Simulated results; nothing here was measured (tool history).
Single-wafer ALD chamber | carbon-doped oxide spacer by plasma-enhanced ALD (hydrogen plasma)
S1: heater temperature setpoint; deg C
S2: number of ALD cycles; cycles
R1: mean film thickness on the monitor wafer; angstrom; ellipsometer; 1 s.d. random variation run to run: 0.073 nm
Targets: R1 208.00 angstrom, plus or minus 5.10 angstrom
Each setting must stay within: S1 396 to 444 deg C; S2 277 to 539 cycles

Run 1, hour 0.0: S1 420 deg C, S2 408 cycles. Result: R1 184.26 angstrom.
Run 2, hour 1.7: S1 420 deg C, S2 369 cycles. Result: R1 167.33 angstrom.
Run 3, hour 3.1: S1 420 deg C, S2 336 cycles. Result: R1 152.29 angstrom.
Run 4, hour 3.9: S1 431 deg C, S2 336 cycles. Result: R1 147.77 angstrom.
Run 5, hour 11.3: S1 440 deg C, S2 336 cycles. Result: R1 143.41 angstrom.
Run 6, hour 17.4: S1 437 deg C, S2 361 cycles. Result: R1 155.86 angstrom.
Run 7, hour 23.5: S1 435 deg C, S2 380 cycles. Result: R1 165.22 angstrom.
Run 8, hour 28.0: S1 433 deg C, S2 395 cycles. Result: R1 172.16 angstrom.

Exactly one of the 5 candidate moves below puts every result within its allowed miss. Which one?
Run A, hour 32.5: S1 425 deg C, S2 312 cycles. Result: R1 ?.
Run B, hour 32.5: S1 420 deg C, S2 485 cycles. Result: R1 ?.
Run C, hour 32.5: S1 430 deg C, S2 437 cycles. Result: R1 ?.
Run D, hour 32.5: S1 440 deg C, S2 483 cycles. Result: R1 ?.
Run E, hour 32.5: S1 427 deg C, S2 329 cycles. Result: R1 ?.

move      R1
   A  139.08
   B  219.28
   C  192.03
   D  206.11
   E  145.83
A: further off than the last run
B: carries the result that was furthest off beyond its target, to the other side
C: closes in on the targets versus the last run, not all within tolerance yet
D: all results land within tolerance of their targets
E: further off than the last run
D meets every target.

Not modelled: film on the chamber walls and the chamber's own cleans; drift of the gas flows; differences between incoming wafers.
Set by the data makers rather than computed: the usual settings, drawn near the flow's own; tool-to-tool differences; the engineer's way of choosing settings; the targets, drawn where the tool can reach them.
